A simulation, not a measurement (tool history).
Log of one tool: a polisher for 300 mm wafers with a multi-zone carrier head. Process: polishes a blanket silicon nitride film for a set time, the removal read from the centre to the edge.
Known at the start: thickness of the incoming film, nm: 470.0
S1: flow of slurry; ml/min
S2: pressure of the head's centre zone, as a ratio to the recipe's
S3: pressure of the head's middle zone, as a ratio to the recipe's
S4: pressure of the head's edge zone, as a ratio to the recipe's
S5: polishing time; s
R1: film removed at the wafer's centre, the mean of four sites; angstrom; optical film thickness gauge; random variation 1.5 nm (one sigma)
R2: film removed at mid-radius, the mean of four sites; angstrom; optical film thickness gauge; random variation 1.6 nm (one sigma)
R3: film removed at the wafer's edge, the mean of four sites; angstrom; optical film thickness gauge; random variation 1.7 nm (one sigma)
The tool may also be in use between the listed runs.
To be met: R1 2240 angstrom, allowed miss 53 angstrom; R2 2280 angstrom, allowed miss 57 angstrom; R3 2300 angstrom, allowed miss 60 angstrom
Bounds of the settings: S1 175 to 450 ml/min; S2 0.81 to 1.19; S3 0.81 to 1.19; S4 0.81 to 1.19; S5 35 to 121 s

| run | hour | S1 | S2 | S3 | S4 | S5 | R1 | R2 | R3 |
|---|---|---|---|---|---|---|---|---|---|
| 1 | 0 | 290 | 1 | 1 | 1 | 78 | 1487.6 | 1549.4 | 1505.8 |
| 2 | 7 | 295 | 1.01 | 1.01 | 1.03 | 82 | 1556.6 | 1628.5 | 1585.8 |
| 3 | 15.5 | 295 | 1.01 | 1.01 | 1.07 | 82 | 1553.2 | 1663.5 | 1640.7 |
| 4 | 20.2 | 295 | 1.01 | 1.01 | 1.07 | 92 | 1744.1 | 1838.3 | 1814.5 |
| 5 | 22.9 | 300 | 1.02 | 1.01 | 1.09 | 95 | 1823.8 | 1922.3 | 1924.6 |
| 6 | 28.7 | 300 | 1.02 | 0.95 | 1.09 | 95 | 1833.1 | 1828.8 | 1932.8 |
| 7 | 31.3 | 310 | 1.03 | 0.96 | 1.1 | 97 | 1887.3 | 1857.1 | 1952.2 |
| 8 | 39.5 | 305 | 1.04 | 0.97 | 1.11 | 99 | 1945.3 | 1926.4 | 2019.8 |
| 9 | 40.6 | 305 | 1.05 | 0.98 | 1.12 | 101 | 2003.4 | 2002.1 | 2031.3 |

Which of these 5 next moves meets every target?
| A | 41.7 | 315 | 1.04 | 1 | 1.13 | 113 | ? | ? | ? |
| B | 41.7 | 300 | 0.88 | 1.01 | 1.19 | 111 | ? | ? | ? |
| C | 41.7 | 260 | 1.07 | 1.11 | 1.14 | 113 | ? | ? | ? |
| D | 41.7 | 335 | 1.11 | 0.91 | 1.09 | 114 | ? | ? | ? |
| E | 41.7 | 250 | 1.08 | 1.07 | 1.16 | 92 | ? | ? | ? |

| move | R1 | R2 | R3 |
|---|---|---|---|
| A | 2226.5 | 2244.7 | 2311.1 |
| B | 1838.7 | 2214.8 | 2323.2 |
| C | 2242.9 | 2404.2 | 2283.2 |
| D | 2411.9 | 2103.7 | 2301.8 |
| E | 1833.4 | 1888.1 | 1870.2 |
A: meets every target
B: further off than the last run
C: takes the result that was furthest off past its target
D: nearer than the last run, and not there yet
E: further off than the last run
The right move is A.
